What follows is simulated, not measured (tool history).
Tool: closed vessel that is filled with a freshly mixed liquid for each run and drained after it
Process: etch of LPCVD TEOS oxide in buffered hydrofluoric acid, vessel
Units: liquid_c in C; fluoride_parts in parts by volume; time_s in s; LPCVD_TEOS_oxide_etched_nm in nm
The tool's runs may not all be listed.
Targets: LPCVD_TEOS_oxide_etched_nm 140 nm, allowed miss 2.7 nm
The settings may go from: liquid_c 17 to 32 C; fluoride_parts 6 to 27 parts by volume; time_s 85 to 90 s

run	hour	liquid_c	fluoride_parts	time_s	LPCVD_TEOS_oxide_etched_nm
1	0	24	16.5	85	216.76
2	4.9	22.5	16.5	85	200.93
3	10.6	24	16.5	85	216.06
4	14.2	22.5	17	85	196.11
5	19.6	21.5	17.5	85	178.81
6	27.8	20	17.5	85	163.3
7	31	20	17.5	85	164.16
8	32.8	19.5	17.5	85	159.43

4 next moves are on the table. One of them brings every result within its allowed miss. Which?
A	34.6	22.5	18	85	?
B	34.6	21	17	90	?
C	34.6	19	18	85	?
D	34.6	18	19.5	90	?

move	LPCVD_TEOS_oxide_etched_nm
A	183.07
B	188.7
C	150.56
D	139.18
A: further off than the last run
B: further off than the last run
C: nearer than the last run, and not there yet
D: meets every target
Move D is the one to make.
